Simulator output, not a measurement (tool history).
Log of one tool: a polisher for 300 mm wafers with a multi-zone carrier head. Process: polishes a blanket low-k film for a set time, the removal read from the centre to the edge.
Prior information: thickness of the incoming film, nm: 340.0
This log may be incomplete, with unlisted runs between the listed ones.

run	day	flow of slurry (ml/min)	pressure of the head's centre zone	pressure of the head's middle zone	pressure of the head's edge zone	abrasive content of the slurry	polishing time (s)	film removed at the wafer's centre (nm)	film removed at mid-radius (nm)	film removed at the wafer's edge (nm)
1	0.000	210	1.00	1.00	1.00	1.00	74	19.722	19.982	20.171
2	0.162	210	1.03	1.00	1.00	1.00	74	20.620	19.835	20.134
3	0.488	210	1.03	1.00	1.00	0.80	74	18.093	17.895	18.165
4	0.804	200	0.99	0.95	0.96	0.70	73	16.106	15.670	16.100
5	1.004	200	0.99	0.95	0.96	0.70	80	17.905	17.320	17.635
6	1.142	185	0.93	0.91	0.95	0.65	79	15.733	15.415	16.541
7	1.175	175	0.89	0.89	0.92	0.60	79	14.162	14.375	15.590
8	1.371	165	0.87	0.87	0.89	0.60	79	13.703	13.995	15.192

Predict the results of run 9:
9	1.675	160	0.86	0.86	0.87	0.60	79	?	?	?

film removed at the wafer's centre (nm): 13.560
film removed at mid-radius (nm): 13.759
film removed at the wafer's edge (nm): 15.182
